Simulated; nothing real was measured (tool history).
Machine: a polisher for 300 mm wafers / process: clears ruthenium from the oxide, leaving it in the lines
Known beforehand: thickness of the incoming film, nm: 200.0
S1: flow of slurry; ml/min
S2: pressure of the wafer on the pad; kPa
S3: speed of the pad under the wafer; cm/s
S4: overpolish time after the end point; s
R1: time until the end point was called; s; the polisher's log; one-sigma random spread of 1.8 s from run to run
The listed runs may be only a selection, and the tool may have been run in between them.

{"run": 1, "hour": 0.0, "S1": 195, "S2": 12.4, "S3": 120, "S4": 9, "R1": 156.38}
{"run": 2, "hour": 3.7, "S1": 190, "S2": 11.7, "S3": 120, "S4": 9, "R1": 166.1}
{"run": 3, "hour": 7.2, "S1": 190, "S2": 11.7, "S3": 120, "S4": 9, "R1": 167.28}
{"run": 4, "hour": 15.8, "S1": 190, "S2": 14.5, "S3": 120, "S4": 9, "R1": 136.07}
{"run": 5, "hour": 20.4, "S1": 190, "S2": 16.5, "S3": 120, "S4": 9, "R1": 118.24}
{"run": 6, "hour": 24.3, "S1": 190, "S2": 16.5, "S3": 142, "S4": 9, "R1": 100.05}
{"run": 7, "hour": 29.8, "S1": 185, "S2": 13.8, "S3": 140, "S4": 9, "R1": 121.39}

Expected results for the next run?
{"run": 8, "hour": 36.6, "S1": 185, "S2": 11.7, "S3": 138, "S4": 9, "R1": "?"}

R1: 145.91 s
